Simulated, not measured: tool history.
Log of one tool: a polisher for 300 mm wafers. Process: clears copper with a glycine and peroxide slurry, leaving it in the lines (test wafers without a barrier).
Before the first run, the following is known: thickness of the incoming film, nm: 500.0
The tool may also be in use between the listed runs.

| run | hour | flow of slurry (ml/min) | pressure of the wafer on the pad (psi) | speed of the pad under the wafer (m/s) | overpolish time after the end point (s) | time until the end point was called (s) | dishing of a wide line in a test structure (angstrom) |
|---|---|---|---|---|---|---|---|
| 1 | 0 | 170 | 2.5 | 1.02 | 20 | 108.34 | 553.34 |
| 2 | 1.8 | 170 | 2.5 | 1.02 | 25 | 107.63 | 655.95 |
| 3 | 3.2 | 170 | 2.5 | 0.76 | 25 | 137.39 | 559.4 |
| 4 | 7 | 170 | 3 | 0.76 | 25 | 121.86 | 607.5 |
| 5 | 13.1 | 170 | 3 | 0.58 | 25 | 146.34 | 535.94 |
| 6 | 17.6 | 180 | 3.3 | 0.66 | 23 | 125.17 | 567.35 |
| 7 | 19.5 | 185 | 3.5 | 0.74 | 22 | 109.94 | 604.58 |
| 8 | 26.7 | 185 | 3.6 | 0.78 | 21 | 102.76 | 608.19 |

What will run 9 give?
| 9 | 27.4 | 185 | 3.7 | 0.8 | 21 | ? | ? |

time until the end point was called (s): 98.318
dishing of a wide line in a test structure (angstrom): 619.28

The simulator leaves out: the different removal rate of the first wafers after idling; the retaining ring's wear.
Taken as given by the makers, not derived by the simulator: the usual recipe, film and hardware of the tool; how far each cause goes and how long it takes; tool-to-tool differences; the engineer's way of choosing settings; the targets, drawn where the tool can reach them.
